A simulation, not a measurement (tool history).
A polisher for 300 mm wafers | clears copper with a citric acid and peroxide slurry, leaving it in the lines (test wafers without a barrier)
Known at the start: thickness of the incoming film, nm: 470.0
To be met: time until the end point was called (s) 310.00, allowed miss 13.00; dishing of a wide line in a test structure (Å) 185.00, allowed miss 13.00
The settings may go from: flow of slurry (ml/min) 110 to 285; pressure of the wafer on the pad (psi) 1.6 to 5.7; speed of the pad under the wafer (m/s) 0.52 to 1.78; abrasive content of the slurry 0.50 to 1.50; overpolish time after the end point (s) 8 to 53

| run | hour | flow of slurry (ml/min) | pressure of the wafer on the pad (psi) | speed of the pad under the wafer (m/s) | abrasive content of the slurry | overpolish time after the end point (s) | time until the end point was called (s) | dishing of a wide line in a test structure (Å) |
|---|---|---|---|---|---|---|---|---|
| 1 | 0.0 | 180 | 3.6 | 1.14 | 1.00 | 27 | 143.95 | 551.94 |
| 2 | 8.2 | 180 | 3.1 | 1.14 | 1.00 | 27 | 168.45 | 482.65 |
| 3 | 13.0 | 180 | 3.0 | 1.12 | 1.00 | 25 | 175.48 | 426.04 |
| 4 | 20.9 | 180 | 3.0 | 1.12 | 1.00 | 15 | 177.55 | 290.72 |
| 5 | 29.7 | 180 | 2.9 | 1.10 | 1.00 | 15 | 183.92 | 274.49 |
| 6 | 33.3 | 180 | 2.9 | 1.10 | 1.00 | 9 | 188.80 | 165.75 |
| 7 | 35.0 | 180 | 2.8 | 1.08 | 1.00 | 10 | 191.75 | 181.98 |
| 8 | 40.9 | 175 | 2.7 | 1.06 | 1.00 | 11 | 202.48 | 183.78 |
| 9 | 46.6 | 175 | 2.6 | 1.04 | 1.00 | 12 | 212.76 | 200.72 |
| 10 | 53.0 | 175 | 2.5 | 1.02 | 1.00 | 12 | 221.30 | 189.93 |
|  | 53.8 | worn pad replaced by a new one |
| 11 | 53.8 | 175 | 2.4 | 1.00 | 1.00 | 12 | 215.60 | 187.29 |
| 12 | 55.5 | 170 | 2.3 | 0.96 | 1.00 | 13 | 240.70 | 187.66 |
| 13 | 59.3 | 170 | 2.2 | 0.96 | 1.00 | 13 | 246.75 | 181.82 |
| 14 | 62.8 | 170 | 2.1 | 0.96 | 1.00 | 13 | 261.98 | 171.98 |

Which of these 4 next moves meets every target?
| A | 66.3 | 170 | 3.1 | 0.64 | 0.80 | 13 | ? | ? |
| B | 66.3 | 185 | 1.6 | 1.04 | 1.05 | 17 | ? | ? |
| C | 66.3 | 150 | 1.8 | 0.98 | 1.00 | 13 | ? | ? |
| D | 66.3 | 175 | 2.2 | 1.16 | 1.00 | 12 | ? | ? |

| move | time until the end point was called (s) | dishing of a wide line in a test structure (Å) |
|---|---|---|
| A | 244.71 | 185.03 |
| B | 311.77 | 185.32 |
| C | 304.19 | 148.74 |
| D | 217.96 | 189.19 |
A: further off than the last run
B: meets every target
C: brings the result that was furthest off to its target, and leaves another outside
D: further off than the last run
The right move is B.
